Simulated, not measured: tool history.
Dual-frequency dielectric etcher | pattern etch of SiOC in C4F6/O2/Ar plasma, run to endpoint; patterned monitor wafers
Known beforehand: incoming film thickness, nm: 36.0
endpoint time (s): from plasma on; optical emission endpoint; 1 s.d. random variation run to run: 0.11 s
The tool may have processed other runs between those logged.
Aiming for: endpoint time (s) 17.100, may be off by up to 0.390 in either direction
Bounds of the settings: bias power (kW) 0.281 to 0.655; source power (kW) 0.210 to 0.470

{"run": 1, "hour": 0.0, "bias power (kW)": 0.468, "source power (kW)": 0.34, "endpoint time (s)": 13.943}
{"run": 2, "hour": 5.2, "bias power (kW)": 0.51, "source power (kW)": 0.34, "endpoint time (s)": 13.344}
{"run": 3, "hour": 11.6, "bias power (kW)": 0.453, "source power (kW)": 0.33, "endpoint time (s)": 14.338}
{"run": 4, "hour": 14.2, "bias power (kW)": 0.386, "source power (kW)": 0.33, "endpoint time (s)": 15.975}
{"run": 5, "hour": 16.2, "bias power (kW)": 0.374, "source power (kW)": 0.33, "endpoint time (s)": 16.079}
{"run": 6, "hour": 18.3, "bias power (kW)": 0.406, "source power (kW)": 0.33, "endpoint time (s)": 15.259}
{"run": 7, "hour": 26.5, "bias power (kW)": 0.383, "source power (kW)": 0.33, "endpoint time (s)": 15.896}
{"run": 8, "hour": 33.4, "bias power (kW)": 0.369, "source power (kW)": 0.33, "endpoint time (s)": 16.265}
{"run": 9, "hour": 35.1, "bias power (kW)": 0.36, "source power (kW)": 0.33, "endpoint time (s)": 16.595}
{"run": 10, "hour": 41.7, "bias power (kW)": 0.355, "source power (kW)": 0.33, "endpoint time (s)": 16.569}

Which one of the following 4 next-run settings gets every result inside its allowed miss? There is exactly one.
{"run": "A", "hour": 48.3, "bias power (kW)": 0.353, "source power (kW)": 0.37, "endpoint time (s)": "?"}
{"run": "B", "hour": 48.3, "bias power (kW)": 0.427, "source power (kW)": 0.26, "endpoint time (s)": "?"}
{"run": "C", "hour": 48.3, "bias power (kW)": 0.326, "source power (kW)": 0.31, "endpoint time (s)": "?"}
{"run": "D", "hour": 48.3, "bias power (kW)": 0.362, "source power (kW)": 0.29, "endpoint time (s)": "?"}

move=A endpoint_time_(s)=15.932
move=B endpoint_time_(s)=15.772
move=C endpoint_time_(s)=17.699
move=D endpoint_time_(s)=16.884
A: its largest miss is bigger than the last run's
B: its largest miss is bigger than the last run's
C: moves the result that the last run missed by most past its target, out the other side
D: each result inside its tolerance
Answer: D
